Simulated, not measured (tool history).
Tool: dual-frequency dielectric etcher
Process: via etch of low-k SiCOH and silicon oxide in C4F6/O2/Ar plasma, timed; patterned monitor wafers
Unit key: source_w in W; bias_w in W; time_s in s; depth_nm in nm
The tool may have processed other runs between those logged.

run	hour	source_w	bias_w	time_s	depth_nm
1	0.0	420	231	36	92.851
2	6.6	400	228	36	90.127
3	8.9	380	226	36	89.078
4	11.9	340	226	36	84.695
5	17.6	380	226	36	89.420
6	18.9	360	224	36	86.777
7	20.8	350	223	36	85.339
8	26.7	340	222	36	85.862
9	35.6	330	219	36	83.496
10	43.3	320	218	36	82.977

For run 11, what comes out?
11	49.0	270	212	36	?

{"run 11": {"depth_nm": 76.854}}
